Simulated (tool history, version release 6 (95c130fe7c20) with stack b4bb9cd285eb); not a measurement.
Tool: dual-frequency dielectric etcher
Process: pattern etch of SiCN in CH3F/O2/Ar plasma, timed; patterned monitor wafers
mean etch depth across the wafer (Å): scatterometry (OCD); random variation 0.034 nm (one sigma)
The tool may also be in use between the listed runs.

run,day,source power (W),bias power (W),etch time (s),mean etch depth across the wafer (Å)
1,0.000,280,65,35.5,106.530
2,0.067,250,57,34.5,92.447
3,0.358,250,57,35.5,95.260
4,0.558,230,53,35.5,89.515
5,0.721,210,50,35.5,82.586
6,0.767,210,59,35.5,89.767
7,0.879,200,55,35.5,85.269
8,1.046,170,44,35.0,70.532
9,1.254,170,44,35.0,70.133
10,1.400,230,47,35.0,83.201
11,1.717,220,47,35.0,81.198
12,2.029,210,47,35.0,79.831
13,2.367,200,47,35.0,78.351

Run 14 comes next. What will it give?
14,2.717,180,46,35.0,?

{"run 14": {"mean etch depth across the wafer (Å)": 73.606}}
